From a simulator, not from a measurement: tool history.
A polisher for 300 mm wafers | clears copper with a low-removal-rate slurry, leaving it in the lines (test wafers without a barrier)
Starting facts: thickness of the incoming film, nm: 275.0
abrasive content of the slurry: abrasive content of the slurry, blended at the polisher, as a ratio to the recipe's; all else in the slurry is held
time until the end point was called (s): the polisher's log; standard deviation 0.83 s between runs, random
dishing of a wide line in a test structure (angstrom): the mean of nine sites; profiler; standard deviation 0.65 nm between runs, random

| run | day | flow of slurry (ml/min) | pressure of the wafer on the pad (kPa) | speed of the pad under the wafer (m/s) | abrasive content of the slurry | overpolish time after the end point (s) | time until the end point was called (s) | dishing of a wide line in a test structure (angstrom) |
|---|---|---|---|---|---|---|---|---|
| 1 | 0.000 | 175 | 17.9 | 1.38 | 1.00 | 28 | 65.015 | 540.22 |
| 2 | 0.304 | 160 | 17.9 | 1.38 | 1.00 | 28 | 64.237 | 575.00 |
| 3 | 0.475 | 185 | 17.2 | 1.54 | 1.00 | 24 | 60.872 | 542.50 |
| 4 | 0.529 | 185 | 17.2 | 1.84 | 1.00 | 24 | 54.110 | 577.75 |
| 5 | 0.871 | 225 | 17.2 | 1.84 | 1.00 | 24 | 50.944 | 570.60 |
| 6 | 1.229 | 235 | 15.9 | 1.90 | 1.10 | 21 | 55.247 | 510.65 |
| 7 | 1.579 | 240 | 15.9 | 1.96 | 0.95 | 18 | 52.974 | 475.64 |
| 8 | 1.892 | 270 | 14.5 | 2.14 | 0.70 | 8 | 60.090 | 239.26 |
| 9 | 1.983 | 270 | 15.9 | 2.14 | 0.70 | 8 | 51.673 | 251.67 |
| 10 | 2.138 | 270 | 17.9 | 2.14 | 0.70 | 13 | 47.702 | 410.11 |
| 11 | 2.421 | 240 | 17.9 | 2.14 | 0.75 | 12 | 49.471 | 378.64 |
| 12 | 2.521 | 245 | 18.6 | 2.14 | 0.70 | 11 | 46.824 | 368.64 |
| 13 | 2.692 | 245 | 18.6 | 2.14 | 0.70 | 11 | 45.893 | 371.55 |

Run 14 comes next. What will it give?
| 14 | 2.954 | 250 | 18.6 | 2.14 | 0.65 | 10 | ? | ? |

For run 14 the tool returned time until the end point was called (s) 46.655, dishing of a wide line in a test structure (angstrom) 345.36.

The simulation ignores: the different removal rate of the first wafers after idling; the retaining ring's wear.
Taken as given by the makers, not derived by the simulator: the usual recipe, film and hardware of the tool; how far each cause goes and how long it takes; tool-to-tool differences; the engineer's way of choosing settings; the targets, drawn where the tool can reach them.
